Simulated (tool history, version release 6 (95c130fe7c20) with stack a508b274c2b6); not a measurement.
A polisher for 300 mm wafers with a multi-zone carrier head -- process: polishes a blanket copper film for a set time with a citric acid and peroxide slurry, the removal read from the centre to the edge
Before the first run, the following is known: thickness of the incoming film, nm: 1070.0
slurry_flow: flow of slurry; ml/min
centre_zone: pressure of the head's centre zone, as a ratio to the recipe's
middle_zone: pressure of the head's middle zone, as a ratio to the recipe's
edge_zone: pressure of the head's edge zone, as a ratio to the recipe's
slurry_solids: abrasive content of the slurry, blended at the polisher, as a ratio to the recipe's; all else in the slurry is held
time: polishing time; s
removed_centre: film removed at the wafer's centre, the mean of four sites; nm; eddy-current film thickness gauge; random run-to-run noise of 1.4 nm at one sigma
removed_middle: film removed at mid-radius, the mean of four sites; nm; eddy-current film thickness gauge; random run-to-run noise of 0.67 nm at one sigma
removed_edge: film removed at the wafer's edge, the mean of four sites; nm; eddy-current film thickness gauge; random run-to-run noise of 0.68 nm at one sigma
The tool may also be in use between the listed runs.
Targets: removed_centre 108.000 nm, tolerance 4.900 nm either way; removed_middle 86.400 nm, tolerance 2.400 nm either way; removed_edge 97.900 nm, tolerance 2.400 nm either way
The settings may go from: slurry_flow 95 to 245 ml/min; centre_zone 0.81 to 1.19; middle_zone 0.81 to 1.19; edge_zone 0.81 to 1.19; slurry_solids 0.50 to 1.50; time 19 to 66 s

run  hour  slurry_flow  centre_zone  middle_zone  edge_zone  slurry_solids  time  removed_centre  removed_middle  removed_edge
  1   0.0          155         1.00         1.00       1.00           1.00    42          82.118          85.524        81.176
  2   4.7          155         1.00         1.00       1.00           1.10    42          85.709          86.954        83.284
  3  11.9          190         1.00         1.00       1.00           1.10    42          87.944          90.558        84.996
  4  12.6          195         1.02         0.98       1.03           1.10    42          89.536          88.926        85.843
  5  17.1          195         1.02         0.98       1.03           1.10    50         105.560         105.130       104.030
  6  24.5          195         0.99         0.98       1.03           1.10    50         103.210         104.200       104.040
  7  31.2          195         0.99         0.98       1.03           1.10    50         105.370         105.280       103.220
     32.2  -- edge zone pressure recalibrated
  8  32.2          190         1.01         0.96       1.02           1.10    50         104.700         103.250       104.170
  9  35.2          180         1.11         0.86       0.92           0.85    50         110.940          88.478        94.838
 10  39.2          180         1.11         0.86       0.93           0.85    50         105.450          86.844        94.551

Next run, 5 choices. One meets every target within its allowed miss, the rest don't. Which?
  A  43.2          190         1.19         0.87       0.85           0.95    47               ?               ?             ?
  B  43.2          145         1.08         0.82       0.91           1.00    51               ?               ?             ?
  C  43.2          100         1.05         0.90       1.18           1.05    52               ?               ?             ?
  D  43.2          175         1.08         0.88       0.94           0.80    49               ?               ?             ?
  E  43.2          195         1.08         0.90       0.98           1.15    44               ?               ?             ?

move  removed_centre  removed_middle  removed_edge
   A         112.470          86.413        90.283
   B         107.300          87.078        98.216
   C         100.230          91.073       104.280
   D         100.730          86.292        91.850
   E         100.450          87.504        92.075
A: further off than the last run
B: each result inside its tolerance
C: pushes the last run's worst result past its target
D: further off than the last run
E: further off than the last run
Go with B: it meets all targets.

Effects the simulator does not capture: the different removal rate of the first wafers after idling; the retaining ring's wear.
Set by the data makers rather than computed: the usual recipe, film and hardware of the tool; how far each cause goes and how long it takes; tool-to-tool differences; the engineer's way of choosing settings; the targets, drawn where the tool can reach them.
